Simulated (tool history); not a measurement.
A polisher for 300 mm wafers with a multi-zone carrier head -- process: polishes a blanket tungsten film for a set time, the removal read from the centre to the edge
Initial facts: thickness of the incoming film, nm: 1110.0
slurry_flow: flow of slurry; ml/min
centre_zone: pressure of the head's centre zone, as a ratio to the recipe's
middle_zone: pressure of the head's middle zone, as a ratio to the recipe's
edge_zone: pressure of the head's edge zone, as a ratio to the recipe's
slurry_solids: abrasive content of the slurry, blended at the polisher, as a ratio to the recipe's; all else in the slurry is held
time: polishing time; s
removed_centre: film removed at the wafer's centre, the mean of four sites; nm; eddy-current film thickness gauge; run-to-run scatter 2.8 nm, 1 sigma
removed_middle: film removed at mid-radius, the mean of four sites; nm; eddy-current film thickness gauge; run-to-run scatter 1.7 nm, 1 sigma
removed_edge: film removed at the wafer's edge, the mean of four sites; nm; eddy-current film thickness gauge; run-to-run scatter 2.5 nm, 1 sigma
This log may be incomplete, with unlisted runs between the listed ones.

run  hour  slurry_flow  centre_zone  middle_zone  edge_zone  slurry_solids  time  removed_centre  removed_middle  removed_edge
  1   0.0          215         1.00         1.00       1.00           1.00    53          224.75          220.15        232.24
  2   5.8          215         1.00         1.00       1.00           1.00    62          265.57          260.20        266.92
  3  11.0          215         1.00         1.05       1.00           1.00    62          255.93          269.09        273.16
  4  16.9          215         0.99         1.07       0.95           0.90    62          253.38          267.49        252.29
  5  25.4          215         0.99         1.07       1.03           0.90    62          255.53          268.21        258.34
  6  29.4          215         1.05         1.07       1.03           0.90    62          270.30          269.36        262.23
  7  31.5          205         1.00         1.08       1.01           0.85    62          252.63          264.43        253.17

Run 8 comes next. What will it give?
  8  34.5          195         0.97         1.09       0.99           0.80    62               ?               ?             ?

Logged for run 8: removed_centre 240.01 nm, removed_middle 256.48 nm, removed_edge 245.49 nm.

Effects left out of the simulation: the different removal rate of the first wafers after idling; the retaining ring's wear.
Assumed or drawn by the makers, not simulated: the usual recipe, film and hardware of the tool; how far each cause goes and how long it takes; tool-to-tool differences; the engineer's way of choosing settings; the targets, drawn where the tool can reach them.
